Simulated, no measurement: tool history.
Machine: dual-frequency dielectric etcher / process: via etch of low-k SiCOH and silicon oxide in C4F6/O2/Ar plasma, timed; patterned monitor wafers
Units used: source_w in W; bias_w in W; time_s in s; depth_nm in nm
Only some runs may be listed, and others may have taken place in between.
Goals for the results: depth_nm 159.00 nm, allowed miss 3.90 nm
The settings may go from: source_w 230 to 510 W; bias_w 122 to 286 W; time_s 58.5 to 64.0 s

run,hour,source_w,bias_w,time_s,depth_nm
1,0.0,370,204,64.0,196.69
2,5.7,370,176,64.0,188.39
3,10.1,370,176,64.0,187.64
4,16.0,350,172,64.0,183.73
5,17.7,340,167,63.5,178.20
6,21.9,330,165,63.5,175.23
7,22.4,320,163,63.5,173.46
8,29.7,250,147,63.0,152.54
9,30.4,250,148,63.0,153.43
10,36.4,250,149,63.0,151.49
11,41.5,250,150,63.0,153.49
12,47.8,250,151,63.0,153.23
13,52.7,250,152,63.0,153.57
# hour 54.1: bias power generator calibrated
14,54.1,280,158,63.0,164.25
15,59.5,280,157,63.0,163.36

Consider the 4 candidate settings below. Which is the only one whose results all fall within their allowed miss of target?
A,64.9,360,128,61.5,?
B,64.9,230,177,64.0,?
C,64.9,290,173,62.0,?
D,64.9,270,129,62.5,?

move,depth_nm
A,166.39
B,158.78
C,166.78
D,151.64
A: further off than the last run
B: every result within its allowed miss
C: further off than the last run
D: takes the result that was furthest off past its target
The right move is B.
